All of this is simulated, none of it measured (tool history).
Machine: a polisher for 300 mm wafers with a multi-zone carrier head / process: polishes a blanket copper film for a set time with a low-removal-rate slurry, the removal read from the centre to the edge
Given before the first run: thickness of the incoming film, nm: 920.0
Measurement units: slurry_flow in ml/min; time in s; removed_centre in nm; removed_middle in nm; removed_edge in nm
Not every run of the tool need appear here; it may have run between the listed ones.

| run | hour | slurry_flow | centre_zone | middle_zone | edge_zone | slurry_solids | time | removed_centre | removed_middle | removed_edge |
|---|---|---|---|---|---|---|---|---|---|---|
| 1 | 0.0 | 180 | 1.00 | 1.00 | 1.00 | 1.00 | 43 | 134.920 | 121.950 | 125.670 |
| 2 | 0.9 | 180 | 1.05 | 1.00 | 1.00 | 1.00 | 43 | 142.150 | 120.200 | 124.150 |
| 3 | 9.1 | 180 | 1.12 | 1.00 | 1.00 | 1.00 | 43 | 150.950 | 122.320 | 125.440 |
| 4 | 16.6 | 175 | 1.08 | 0.99 | 0.98 | 0.90 | 41 | 134.210 | 111.070 | 115.750 |
| 5 | 22.6 | 175 | 1.06 | 0.99 | 0.96 | 0.85 | 39 | 123.060 | 103.530 | 107.990 |
| 6 | 30.4 | 175 | 1.06 | 0.99 | 0.96 | 0.95 | 39 | 126.420 | 104.650 | 112.720 |
|  | 32.7 | centre zone pressure recalibrated |
| 7 | 32.7 | 180 | 1.05 | 1.00 | 0.95 | 0.85 | 37 | 107.710 | 99.825 | 98.362 |
| 8 | 38.6 | 170 | 1.05 | 0.99 | 0.93 | 0.80 | 36 | 100.610 | 93.542 | 94.140 |

What does the tool deliver on the next run?
| 9 | 46.8 | 175 | 1.05 | 0.98 | 0.91 | 0.75 | 35 | ? | ? | ? |

{"run 9": {"removed_centre": 96.434, "removed_middle": 87.405, "removed_edge": 90.146}}
